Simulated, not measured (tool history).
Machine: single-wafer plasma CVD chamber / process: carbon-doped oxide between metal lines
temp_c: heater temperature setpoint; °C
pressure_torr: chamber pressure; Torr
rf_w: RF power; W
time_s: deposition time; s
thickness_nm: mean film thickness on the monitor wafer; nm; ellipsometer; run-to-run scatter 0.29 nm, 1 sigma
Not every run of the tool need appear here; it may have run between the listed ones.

run  hour  temp_c  pressure_torr  rf_w  time_s  thickness_nm
  1   0.0     355           6.62   605    12.1        79.996
  2   0.5     355           6.62   605    12.1        80.291
  3   6.4     355           6.62   550    12.1        74.514
  4  12.8     355           6.62   550    12.1        74.080
  5  16.8     355           6.62   550    12.1        73.707
     17.7  -- capacitance manometer re-zeroed and calibrated
  6  17.7     358           6.39   535    12.1        72.586
  7  23.1     358           6.38   515    12.1        68.901
  8  23.9     361           6.25   515    12.1        68.511
  9  32.3     363           6.14   515    12.1        68.675

Estimate the outcome of run 10 from the log above:
 10  35.9     365           5.99   510    12.1             ?

{"run 10": {"thickness_nm": 67.483}}

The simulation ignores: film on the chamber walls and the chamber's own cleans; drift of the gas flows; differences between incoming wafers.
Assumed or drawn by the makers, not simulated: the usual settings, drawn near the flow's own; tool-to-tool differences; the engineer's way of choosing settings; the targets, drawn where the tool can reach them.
